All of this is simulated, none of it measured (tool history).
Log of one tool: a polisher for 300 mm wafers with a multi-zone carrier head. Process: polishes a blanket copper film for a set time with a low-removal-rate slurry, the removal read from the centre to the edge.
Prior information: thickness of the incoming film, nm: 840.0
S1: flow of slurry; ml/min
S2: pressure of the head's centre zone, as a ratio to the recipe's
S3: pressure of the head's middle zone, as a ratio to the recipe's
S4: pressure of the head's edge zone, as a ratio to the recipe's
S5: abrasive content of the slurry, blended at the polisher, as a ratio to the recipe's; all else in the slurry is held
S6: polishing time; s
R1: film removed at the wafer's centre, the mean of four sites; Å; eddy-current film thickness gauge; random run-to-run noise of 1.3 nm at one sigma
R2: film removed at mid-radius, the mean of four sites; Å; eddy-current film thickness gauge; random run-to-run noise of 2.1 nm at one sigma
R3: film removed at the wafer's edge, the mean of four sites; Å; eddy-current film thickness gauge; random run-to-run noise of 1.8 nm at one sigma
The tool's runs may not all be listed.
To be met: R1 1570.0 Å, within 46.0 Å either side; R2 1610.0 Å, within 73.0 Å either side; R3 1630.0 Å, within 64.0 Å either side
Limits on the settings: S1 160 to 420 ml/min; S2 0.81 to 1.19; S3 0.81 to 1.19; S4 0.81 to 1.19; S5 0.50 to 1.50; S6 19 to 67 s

{"run": 1, "day": 0.0, "S1": 270, "S2": 1.0, "S3": 1.0, "S4": 1.0, "S5": 1.0, "S6": 43, "R1": 1791.3, "R2": 1831.7, "R3": 1779.8}
{"run": 2, "day": 0.167, "S1": 265, "S2": 0.98, "S3": 0.98, "S4": 0.98, "S5": 0.95, "S6": 43, "R1": 1746.9, "R2": 1747.4, "R3": 1763.2}
{"run": 3, "day": 0.317, "S1": 265, "S2": 0.98, "S3": 0.98, "S4": 0.95, "S5": 0.95, "S6": 43, "R1": 1719.9, "R2": 1750.1, "R3": 1746.2}
{"run": 4, "day": 0.442, "S1": 265, "S2": 0.98, "S3": 0.98, "S4": 0.87, "S5": 0.95, "S6": 43, "R1": 1741.8, "R2": 1731.5, "R3": 1666.4}
{"run": 5, "day": 0.646, "S1": 255, "S2": 0.96, "S3": 0.97, "S4": 0.87, "S5": 0.95, "S6": 43, "R1": 1696.2, "R2": 1679.9, "R3": 1702.7}
{"run": 6, "day": 0.671, "S1": 255, "S2": 0.96, "S3": 1.01, "S4": 0.87, "S5": 0.95, "S6": 43, "R1": 1706.3, "R2": 1784.5, "R3": 1671.0}
{"run": 7, "day": 1.017, "S1": 250, "S2": 0.95, "S3": 1.0, "S4": 0.86, "S5": 0.9, "S6": 43, "R1": 1653.3, "R2": 1739.2, "R3": 1666.5}
{"run": 8, "day": 1.129, "S1": 245, "S2": 0.94, "S3": 0.99, "S4": 0.85, "S5": 0.9, "S6": 43, "R1": 1650.7, "R2": 1712.8, "R3": 1590.7}
{"run": 9, "day": 1.317, "S1": 250, "S2": 0.93, "S3": 0.97, "S4": 0.87, "S5": 0.9, "S6": 43, "R1": 1624.1, "R2": 1707.2, "R3": 1640.5}
{"run": 10, "day": 1.467, "S1": 245, "S2": 0.92, "S3": 0.96, "S4": 0.87, "S5": 0.9, "S6": 43, "R1": 1587.2, "R2": 1710.7, "R3": 1684.7}

Which single option among these 4 for the next run brings every result within its allowed miss of target? Just one does.
{"run": "A", "day": 1.617, "S1": 210, "S2": 0.91, "S3": 1.06, "S4": 0.84, "S5": 0.75, "S6": 46, "R1": "?", "R2": "?", "R3": "?"}
{"run": "B", "day": 1.617, "S1": 175, "S2": 0.93, "S3": 0.92, "S4": 0.85, "S5": 0.8, "S6": 45, "R1": "?", "R2": "?", "R3": "?"}
{"run": "C", "day": 1.617, "S1": 240, "S2": 0.83, "S3": 0.82, "S4": 0.93, "S5": 1.05, "S6": 44, "R1": "?", "R2": "?", "R3": "?"}
{"run": "D", "day": 1.617, "S1": 270, "S2": 0.89, "S3": 0.97, "S4": 0.82, "S5": 0.95, "S6": 44, "R1": "?", "R2": "?", "R3": "?"}

move=A R1=1599.7 R2=1857.2 R3=1653.8
move=B R1=1584.2 R2=1617.8 R3=1626.9
move=C R1=1535.0 R2=1607.4 R3=1807.8
move=D R1=1630.1 R2=1801.9 R3=1695.1
A: moves away from the targets compared with the last run
B: each result inside its tolerance
C: the furthest-off result lands on target, but another misses its tolerance
D: moves away from the targets compared with the last run
Go with B: it meets all targets.

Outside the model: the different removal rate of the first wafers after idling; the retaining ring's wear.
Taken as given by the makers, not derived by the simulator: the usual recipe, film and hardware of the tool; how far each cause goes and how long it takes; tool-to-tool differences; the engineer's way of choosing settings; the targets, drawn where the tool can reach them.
